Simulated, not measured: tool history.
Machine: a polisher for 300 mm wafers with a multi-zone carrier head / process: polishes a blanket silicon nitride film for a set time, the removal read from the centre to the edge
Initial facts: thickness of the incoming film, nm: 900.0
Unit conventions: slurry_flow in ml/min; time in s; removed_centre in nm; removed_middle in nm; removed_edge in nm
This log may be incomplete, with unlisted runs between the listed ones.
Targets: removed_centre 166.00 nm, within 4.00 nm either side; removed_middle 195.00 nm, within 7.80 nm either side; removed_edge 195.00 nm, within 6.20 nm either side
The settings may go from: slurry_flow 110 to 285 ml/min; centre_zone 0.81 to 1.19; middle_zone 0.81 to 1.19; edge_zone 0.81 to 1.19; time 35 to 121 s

run  hour  slurry_flow  centre_zone  middle_zone  edge_zone  time  removed_centre  removed_middle  removed_edge
  1   0.0          180         1.00         1.00       1.00    78          172.56          178.59        172.72
  2   8.7          180         0.94         1.00       1.00    78          163.53          171.73        173.10
  3  15.7          180         0.94         0.93       1.00    78          163.67          162.85        171.56
  4  20.5          190         0.93         0.97       1.03    78          164.30          167.14        178.50
  5  26.9          220         0.93         0.97       1.03    78          168.10          175.56        179.27
  6  28.8          220         0.93         0.93       1.03    78          169.11          168.05        181.01
     31.8  -- worn pad replaced by a new one
  7  31.8          225         0.92         0.96       1.04    78          188.12          191.83        202.44
  8  32.9          220         0.89         0.98       1.03    78          182.79          198.26        199.70
  9  34.8          215         0.87         0.98       1.03    77          175.34          193.69        202.14
 10  37.3          210         0.86         0.98       1.02    77          175.78          193.20        196.56

Pick the move, out of 5, that brings all results within their allowed miss; only one does.
  A  39.8          180         0.88         0.93       0.93    81               ?               ?             ?
  B  39.8          190         0.93         0.95       0.83    82               ?               ?             ?
  C  39.8          205         0.92         0.96       0.99    74               ?               ?             ?
  D  39.8          265         0.81         0.98       1.01    75               ?               ?             ?
  E  39.8          200         0.81         0.99       1.11    73               ?               ?             ?

move  removed_centre  removed_middle  removed_edge
   A          182.86          188.93        194.76
   B          195.79          196.47        188.49
   C          177.48          180.98        186.06
   D          168.25          193.07        195.19
   E          157.11          182.58        193.58
A: the biggest miss grows against the last run
B: the biggest miss grows against the last run
C: the biggest miss grows against the last run
D: each result inside its tolerance
E: carries the result that was furthest off beyond its target, to the other side
Answer: D
